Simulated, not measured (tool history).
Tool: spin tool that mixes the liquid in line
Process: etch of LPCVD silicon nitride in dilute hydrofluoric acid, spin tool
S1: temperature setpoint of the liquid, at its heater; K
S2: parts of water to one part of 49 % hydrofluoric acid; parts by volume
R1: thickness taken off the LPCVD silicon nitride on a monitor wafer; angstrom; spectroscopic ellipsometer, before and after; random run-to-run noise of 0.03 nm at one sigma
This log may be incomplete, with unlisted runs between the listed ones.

Run 1, day 0: S1 295.15 K, S2 75 parts by volume, time under the liquid (s) 50. Result: R1 3.4202 angstrom.
Run 2, day 0.279: S1 296.15 K, S2 70 parts by volume, time under the liquid (s) 50. Result: R1 4.0355 angstrom.
Run 3, day 0.538: S1 297.15 K, S2 65 parts by volume, time under the liquid (s) 50. Result: R1 4.4091 angstrom.
Run 4, day 0.738: S1 297.15 K, S2 55 parts by volume, time under the liquid (s) 50. Result: R1 5.2132 angstrom.
Run 5, day 0.883: S1 297.15 K, S2 55 parts by volume, time under the liquid (s) 50. Result: R1 4.8404 angstrom.
Run 6, day 1.021: S1 297.15 K, S2 55 parts by volume, time under the liquid (s) 25. Result: R1 2.7149 angstrom.
Run 7, day 1.296: S1 298.15 K, S2 50 parts by volume, time under the liquid (s) 30. Result: R1 3.6992 angstrom.
Run 8, day 1.612: S1 299.15 K, S2 45 parts by volume, time under the liquid (s) 35. Result: R1 5.1079 angstrom.
Run 9, day 1.8: S1 299.65 K, S2 45 parts by volume, time under the liquid (s) 35. Result: R1 5.3225 angstrom.
Run 10, day 2.167: S1 299.65 K, S2 45 parts by volume, time under the liquid (s) 35. Result: R1 5.3284 angstrom.
Run 11, day 2.5: S1 300.15 K, S2 45 parts by volume, time under the liquid (s) 35. Result: R1 5.4919 angstrom.
Run 12, day 2.646: S1 300.65 K, S2 45 parts by volume, time under the liquid (s) 35. Result: R1 5.9215 angstrom.
Run 13, day 2.767: S1 301.15 K, S2 45 parts by volume, time under the liquid (s) 35. Result: R1 5.7711 angstrom.
Run 14, day 3.133: S1 301.15 K, S2 40 parts by volume, time under the liquid (s) 35. Result: R1 6.734 angstrom.
Run 15, day 3.304: S1 301.65 K, S2 40 parts by volume, time under the liquid (s) 35. Result: R1 7.0428 angstrom.
Run 16, day 3.375: S1 302.65 K, S2 30 parts by volume, time under the liquid (s) 40. Result: R1 11.162 angstrom.

What does the tool deliver on the next run?
Run 17, day 3.575: S1 302.15 K, S2 30 parts by volume, time under the liquid (s) 40. Result: R1 ?.

{"run 17": {"R1": 10.222}}
